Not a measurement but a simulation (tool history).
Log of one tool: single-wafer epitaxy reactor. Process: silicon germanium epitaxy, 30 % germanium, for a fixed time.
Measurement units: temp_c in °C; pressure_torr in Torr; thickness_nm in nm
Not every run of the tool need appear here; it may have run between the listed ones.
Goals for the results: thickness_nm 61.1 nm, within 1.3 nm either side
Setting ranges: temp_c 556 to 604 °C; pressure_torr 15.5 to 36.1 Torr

| run | day | temp_c | pressure_torr | thickness_nm |
|---|---|---|---|---|
| 1 | 0 | 580 | 25.8 | 46.954 |
| 2 | 0.096 | 580 | 29.6 | 50.927 |
| 3 | 0.154 | 580 | 32.8 | 53.854 |
| 4 | 0.371 | 575 | 32.8 | 48.632 |
| 5 | 0.562 | 579 | 32.8 | 52.977 |
| 6 | 0.762 | 571 | 32.8 | 44.82 |
| 7 | 0.967 | 573 | 32.8 | 46.403 |
| 8 | 1.158 | 574 | 32.8 | 47.355 |
| 9 | 1.492 | 575 | 32.8 | 48.36 |
| 10 | 1.625 | 576 | 32.8 | 49.8 |
| 11 | 1.796 | 577 | 32.8 | 51.2 |

Which one of the following 5 next-run settings gets every result inside its allowed miss? There is exactly one.
| A | 1.967 | 581 | 35.2 | ? |
| B | 1.967 | 582 | 33.3 | ? |
| C | 1.967 | 584 | 24.3 | ? |
| D | 1.967 | 584 | 32 | ? |
| E | 1.967 | 588 | 29.5 | ? |

| move | thickness_nm |
|---|---|
| A | 57.682 |
| B | 57.227 |
| C | 49.851 |
| D | 58.479 |
| E | 60.906 |
A: gains on the last run, yet a result remains outside its allowed miss
B: gains on the last run, yet a result remains outside its allowed miss
C: moves away from the targets compared with the last run
D: gains on the last run, yet a result remains outside its allowed miss
E: each result inside its tolerance
Answer: E
